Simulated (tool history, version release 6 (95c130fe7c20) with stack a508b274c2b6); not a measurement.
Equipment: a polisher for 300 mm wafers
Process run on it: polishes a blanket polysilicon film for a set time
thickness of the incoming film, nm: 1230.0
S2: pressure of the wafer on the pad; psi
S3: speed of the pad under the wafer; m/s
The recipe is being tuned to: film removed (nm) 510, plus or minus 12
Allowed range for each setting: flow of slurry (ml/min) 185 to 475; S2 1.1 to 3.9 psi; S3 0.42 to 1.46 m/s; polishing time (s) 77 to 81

{"run": 1, "hour": 0.0, "flow of slurry (ml/min)": 305, "S2": 2.5, "S3": 0.94, "polishing time (s)": 77, "film removed (nm)": 463.24}
{"run": 2, "hour": 4.9, "flow of slurry (ml/min)": 305, "S2": 2.5, "S3": 0.94, "polishing time (s)": 81, "film removed (nm)": 483.47}
{"run": 3, "hour": 12.5, "flow of slurry (ml/min)": 340, "S2": 2.5, "S3": 0.94, "polishing time (s)": 81, "film removed (nm)": 490.13}
{"run": 4, "hour": 19.2, "flow of slurry (ml/min)": 340, "S2": 2.2, "S3": 0.94, "polishing time (s)": 81, "film removed (nm)": 432.26}
{"run": 5, "hour": 21.6, "flow of slurry (ml/min)": 290, "S2": 2.2, "S3": 0.94, "polishing time (s)": 81, "film removed (nm)": 425.27}
{"run": 6, "hour": 25.6, "flow of slurry (ml/min)": 235, "S2": 2.2, "S3": 0.94, "polishing time (s)": 81, "film removed (nm)": 417.15}
{"run": 7, "hour": 32.5, "flow of slurry (ml/min)": 250, "S2": 2.3, "S3": 0.94, "polishing time (s)": 81, "film removed (nm)": 436.29}
{"run": 8, "hour": 40.0, "flow of slurry (ml/min)": 270, "S2": 2.4, "S3": 0.94, "polishing time (s)": 81, "film removed (nm)": 458.28}
{"run": 9, "hour": 47.8, "flow of slurry (ml/min)": 270, "S2": 2.4, "S3": 0.94, "polishing time (s)": 81, "film removed (nm)": 462.31}
{"run": 10, "hour": 53.2, "flow of slurry (ml/min)": 275, "S2": 2.5, "S3": 0.94, "polishing time (s)": 81, "film removed (nm)": 483.59}
{"run": 11, "hour": 58.1, "flow of slurry (ml/min)": 280, "S2": 2.5, "S3": 0.94, "polishing time (s)": 81, "film removed (nm)": 480.11}
{"run": 12, "hour": 61.5, "flow of slurry (ml/min)": 290, "S2": 2.5, "S3": 0.94, "polishing time (s)": 81, "film removed (nm)": 482.51}
{"run": 13, "hour": 67.4, "flow of slurry (ml/min)": 300, "S2": 2.5, "S3": 0.94, "polishing time (s)": 81, "film removed (nm)": 479.37}
{"run": 14, "hour": 69.8, "flow of slurry (ml/min)": 305, "S2": 2.5, "S3": 0.94, "polishing time (s)": 81, "film removed (nm)": 481.91}
{"run": 15, "hour": 73.1, "flow of slurry (ml/min)": 310, "S2": 2.5, "S3": 0.94, "polishing time (s)": 81, "film removed (nm)": 477.82}

Which one of the following 4 next-run settings gets every result inside its allowed miss? There is exactly one.
{"run": "A", "hour": 76.4, "flow of slurry (ml/min)": 325, "S2": 2.7, "S3": 0.92, "polishing time (s)": 81, "film removed (nm)": "?"}
{"run": "B", "hour": 76.4, "flow of slurry (ml/min)": 265, "S2": 2.6, "S3": 0.9, "polishing time (s)": 81, "film removed (nm)": "?"}
{"run": "C", "hour": 76.4, "flow of slurry (ml/min)": 335, "S2": 2.4, "S3": 0.96, "polishing time (s)": 81, "film removed (nm)": "?"}
{"run": "D", "hour": 76.4, "flow of slurry (ml/min)": 305, "S2": 2.4, "S3": 0.9, "polishing time (s)": 81, "film removed (nm)": "?"}

move=A film_removed_(nm)=510.54
move=B film_removed_(nm)=471.96
move=C film_removed_(nm)=475.86
move=D film_removed_(nm)=443.17
A: in spec on every target
B: its largest miss is bigger than the last run's
C: its largest miss is bigger than the last run's
D: its largest miss is bigger than the last run's
A is the move that brings every result within its allowed miss.
